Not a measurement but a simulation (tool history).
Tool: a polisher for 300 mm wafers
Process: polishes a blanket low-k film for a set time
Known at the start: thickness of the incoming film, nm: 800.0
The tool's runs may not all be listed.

run,day,flow of slurry (ml/min),pressure of the wafer on the pad (kPa),speed of the pad under the wafer (m/s),abrasive content of the slurry,polishing time (s),film removed (nm)
1,0.000,225,13.1,0.76,1.00,45,13.1890
2,0.250,225,13.1,0.66,1.00,45,11.6850
3,0.292,225,13.1,0.66,0.85,45,10.9160
4,0.567,225,11.0,0.66,0.85,45,9.2906
5,0.688,225,13.1,0.66,0.85,45,10.9970
6,0.892,230,14.5,0.66,0.85,45,12.1080

Expected results for the next run?
7,1.008,235,15.2,0.66,0.85,45,?

film removed (nm): 12.8380
